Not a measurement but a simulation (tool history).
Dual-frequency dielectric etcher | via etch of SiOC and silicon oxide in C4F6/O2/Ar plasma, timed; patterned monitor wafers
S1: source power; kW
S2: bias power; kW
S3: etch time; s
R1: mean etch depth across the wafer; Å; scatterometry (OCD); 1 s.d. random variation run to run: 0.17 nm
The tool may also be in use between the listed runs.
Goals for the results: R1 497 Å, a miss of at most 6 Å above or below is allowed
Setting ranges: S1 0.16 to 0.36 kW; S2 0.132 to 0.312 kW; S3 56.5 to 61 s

run 1 hour=0 | S1=0.26 S2=0.222 S3=61 | R1=595.21
run 2 hour=8.6 | S1=0.23 S2=0.214 S3=61 | R1=565.84
run 3 hour=15 | S1=0.27 S2=0.214 S3=61 | R1=591.48
run 4 hour=20.8 | S1=0.27 S2=0.214 S3=61 | R1=592.22
run 5 hour=26.9 | S1=0.27 S2=0.192 S3=61 | R1=561.06
run 6 hour=28.5 | S1=0.24 S2=0.19 S3=61 | R1=530.37
run 7 hour=32.7 | S1=0.23 S2=0.189 S3=61 | R1=525.37
run 8 hour=33.7 | S1=0.22 S2=0.188 S3=61 | R1=518.44
run 9 hour=35.1 | S1=0.21 S2=0.188 S3=61 | R1=512.54

Which one of the following 5 next-run settings gets every result inside its allowed miss? There is exactly one.
run A hour=36.5 | S1=0.21 S2=0.187 S3=59.5 | R1=?
run B hour=36.5 | S1=0.2 S2=0.191 S3=61 | R1=?
run C hour=36.5 | S1=0.16 S2=0.21 S3=61 | R1=?
run D hour=36.5 | S1=0.22 S2=0.192 S3=61 | R1=?
run E hour=36.5 | S1=0.24 S2=0.203 S3=56.5 | R1=?

move=A R1=502.02
move=B R1=514.46
move=C R1=513.9
move=D R1=529.35
move=E R1=518.59
A: meets every target
B: its largest miss is bigger than the last run's
C: its largest miss is bigger than the last run's
D: its largest miss is bigger than the last run's
E: its largest miss is bigger than the last run's
The right move is A.
